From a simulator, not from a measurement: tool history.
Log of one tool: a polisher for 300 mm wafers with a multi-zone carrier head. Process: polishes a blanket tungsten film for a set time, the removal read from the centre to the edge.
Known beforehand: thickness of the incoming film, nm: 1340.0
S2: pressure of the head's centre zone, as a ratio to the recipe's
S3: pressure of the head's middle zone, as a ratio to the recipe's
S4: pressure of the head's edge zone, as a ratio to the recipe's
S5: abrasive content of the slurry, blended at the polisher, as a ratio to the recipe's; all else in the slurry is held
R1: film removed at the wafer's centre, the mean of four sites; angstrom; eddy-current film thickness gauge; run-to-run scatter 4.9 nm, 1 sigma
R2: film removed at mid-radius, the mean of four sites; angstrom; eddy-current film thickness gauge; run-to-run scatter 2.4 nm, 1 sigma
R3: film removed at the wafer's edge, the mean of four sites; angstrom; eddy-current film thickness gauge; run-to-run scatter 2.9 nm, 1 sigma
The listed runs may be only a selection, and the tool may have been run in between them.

{"run": 1, "day": 0.0, "flow of slurry (ml/min)": 230, "S2": 1, "S3": 1, "S4": 1, "S5": 1, "polishing time (s)": 34, "R1": 2437, "R2": 2417.6, "R3": 2397.2}
{"run": 2, "day": 0.2, "flow of slurry (ml/min)": 230, "S2": 1, "S3": 1, "S4": 1, "S5": 1.15, "polishing time (s)": 34, "R1": 2441.4, "R2": 2510.8, "R3": 2522.7}
{"run": 3, "day": 0.283, "flow of slurry (ml/min)": 230, "S2": 1.07, "S3": 1, "S4": 1, "S5": 1.15, "polishing time (s)": 34, "R1": 2667.3, "R2": 2483.3, "R3": 2518.7}
{"run": 4, "day": 0.521, "flow of slurry (ml/min)": 245, "S2": 1.1, "S3": 1.01, "S4": 1.03, "S5": 1.25, "polishing time (s)": 35, "R1": 2904.9, "R2": 2640.4, "R3": 2685.6}
{"run": 5, "day": 0.629, "flow of slurry (ml/min)": 245, "S2": 1.12, "S3": 1.01, "S4": 1.06, "S5": 1.3, "polishing time (s)": 36, "R1": 3047, "R2": 2754.2, "R3": 2785.3}
{"run": 6, "day": 0.808, "flow of slurry (ml/min)": 255, "S2": 1.13, "S3": 1, "S4": 1.08, "S5": 1.35, "polishing time (s)": 37, "R1": 3213.7, "R2": 2808.3, "R3": 2957.5}
{"run": 7, "day": 0.875, "flow of slurry (ml/min)": 265, "S2": 1.14, "S3": 1.01, "S4": 1.1, "S5": 1.4, "polishing time (s)": 38, "R1": 3411.8, "R2": 2951.5, "R3": 3064.7}

Forecast run 8:
{"run": 8, "day": 1.012, "flow of slurry (ml/min)": 265, "S2": 1.14, "S3": 1.01, "S4": 1.12, "S5": 1.45, "polishing time (s)": 39, "R1": "?", "R2": "?", "R3": "?"}

Run 8 yielded R1 3508.4 angstrom, R2 3092.4 angstrom, R3 3270 angstrom.

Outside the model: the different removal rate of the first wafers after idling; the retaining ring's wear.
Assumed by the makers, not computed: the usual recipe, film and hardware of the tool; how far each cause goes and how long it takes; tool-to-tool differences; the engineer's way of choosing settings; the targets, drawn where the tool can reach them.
